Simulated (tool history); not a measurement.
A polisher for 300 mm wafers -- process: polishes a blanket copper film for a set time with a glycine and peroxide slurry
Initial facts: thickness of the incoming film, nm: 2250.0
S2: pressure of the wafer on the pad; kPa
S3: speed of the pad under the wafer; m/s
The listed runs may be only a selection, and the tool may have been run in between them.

run 1 hour=0.0 | flow_of_slurry_(ml/min)=130 S2=19.3 S3=1.02 polishing_time_(s)=50 | film_removed_(angstrom)=2737.0
run 2 hour=2.6 | flow_of_slurry_(ml/min)=130 S2=19.3 S3=1.14 polishing_time_(s)=50 | film_removed_(angstrom)=2889.7
run 3 hour=10.6 | flow_of_slurry_(ml/min)=155 S2=19.3 S3=1.14 polishing_time_(s)=50 | film_removed_(angstrom)=3047.5
run 4 hour=18.4 | flow_of_slurry_(ml/min)=155 S2=19.3 S3=0.90 polishing_time_(s)=50 | film_removed_(angstrom)=2570.1
run 5 hour=25.1 | flow_of_slurry_(ml/min)=155 S2=14.5 S3=0.90 polishing_time_(s)=50 | film_removed_(angstrom)=2044.0
run 6 hour=25.9 | flow_of_slurry_(ml/min)=155 S2=10.3 S3=0.90 polishing_time_(s)=50 | film_removed_(angstrom)=1608.7
run 7 hour=34.6 | flow_of_slurry_(ml/min)=160 S2=11.0 S3=0.90 polishing_time_(s)=50 | film_removed_(angstrom)=1636.0
run 8 hour=36.4 | flow_of_slurry_(ml/min)=160 S2=11.0 S3=0.90 polishing_time_(s)=50 | film_removed_(angstrom)=1663.8
run 9 hour=40.0 | flow_of_slurry_(ml/min)=160 S2=11.0 S3=0.90 polishing_time_(s)=50 | film_removed_(angstrom)=1640.3
run 10 hour=43.6 | flow_of_slurry_(ml/min)=160 S2=11.7 S3=0.90 polishing_time_(s)=50 | film_removed_(angstrom)=1735.3
run 11 hour=51.3 | flow_of_slurry_(ml/min)=160 S2=12.4 S3=0.90 polishing_time_(s)=50 | film_removed_(angstrom)=1781.0
run 12 hour=58.4 | flow_of_slurry_(ml/min)=175 S2=17.9 S3=0.92 polishing_time_(s)=50 | film_removed_(angstrom)=2484.1
-- hour=64.0 slurry nozzle cleaned
run 13 hour=64.0 | flow_of_slurry_(ml/min)=170 S2=17.2 S3=0.92 polishing_time_(s)=50 | film_removed_(angstrom)=2519.6
run 14 hour=71.4 | flow_of_slurry_(ml/min)=170 S2=14.5 S3=0.90 polishing_time_(s)=50 | film_removed_(angstrom)=2121.2

Run 15 is up next; what results do you expect?
run 15 hour=75.3 | flow_of_slurry_(ml/min)=170 S2=14.5 S3=0.90 polishing_time_(s)=50 | film_removed_(angstrom)=?

Run 15 measured film removed (angstrom) 2169.1.
